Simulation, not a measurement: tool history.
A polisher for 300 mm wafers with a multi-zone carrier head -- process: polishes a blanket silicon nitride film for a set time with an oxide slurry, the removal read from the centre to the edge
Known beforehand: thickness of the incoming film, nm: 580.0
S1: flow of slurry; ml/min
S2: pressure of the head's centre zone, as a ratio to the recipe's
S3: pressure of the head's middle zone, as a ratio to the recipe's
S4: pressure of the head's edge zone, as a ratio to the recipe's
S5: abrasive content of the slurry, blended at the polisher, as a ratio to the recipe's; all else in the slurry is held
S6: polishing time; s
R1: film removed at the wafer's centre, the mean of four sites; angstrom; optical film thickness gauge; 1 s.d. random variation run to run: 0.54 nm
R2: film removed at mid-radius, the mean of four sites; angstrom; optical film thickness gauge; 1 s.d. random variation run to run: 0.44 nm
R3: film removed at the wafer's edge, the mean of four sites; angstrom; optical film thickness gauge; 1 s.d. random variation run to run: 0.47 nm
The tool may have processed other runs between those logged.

Run 1, day 0: S1 235 ml/min, S2 1, S3 1, S4 1, S5 1, S6 48 s. Result: R1 418.43 angstrom, R2 416.68 angstrom, R3 423.04 angstrom.
Run 2, day 0.233: S1 235 ml/min, S2 1, S3 1, S4 0.95, S5 1, S6 48 s. Result: R1 413.72 angstrom, R2 418.59 angstrom, R3 411.4 angstrom.
Run 3, day 0.292: S1 235 ml/min, S2 1, S3 1, S4 0.95, S5 1, S6 41 s. Result: R1 353.45 angstrom, R2 353.38 angstrom, R3 357.14 angstrom.
Run 4, day 0.6: S1 235 ml/min, S2 1, S3 0.92, S4 0.95, S5 1, S6 41 s. Result: R1 359.96 angstrom, R2 337.76 angstrom, R3 354.06 angstrom.
Run 5, day 0.742: S1 235 ml/min, S2 1, S3 0.92, S4 0.95, S5 1, S6 33 s. Result: R1 284.94 angstrom, R2 270.07 angstrom, R3 289.96 angstrom.
Run 6, day 1.075: S1 235 ml/min, S2 1, S3 0.92, S4 0.87, S5 1, S6 33 s. Result: R1 288.58 angstrom, R2 275.04 angstrom, R3 267.2 angstrom.
Run 7, day 1.396: S1 245 ml/min, S2 1.03, S3 0.94, S4 0.91, S5 1.1, S6 34 s. Result: R1 315.91 angstrom, R2 292.09 angstrom, R3 297.89 angstrom.

What does the tool deliver on the next run?
Run 8, day 1.65: S1 250 ml/min, S2 1.05, S3 0.96, S4 0.94, S5 1.2, S6 36 s. Result: R1 ?, R2 ?, R3 ?.

Logged for run 8: R1 351.74 angstrom, R2 325.16 angstrom, R3 328.92 angstrom.

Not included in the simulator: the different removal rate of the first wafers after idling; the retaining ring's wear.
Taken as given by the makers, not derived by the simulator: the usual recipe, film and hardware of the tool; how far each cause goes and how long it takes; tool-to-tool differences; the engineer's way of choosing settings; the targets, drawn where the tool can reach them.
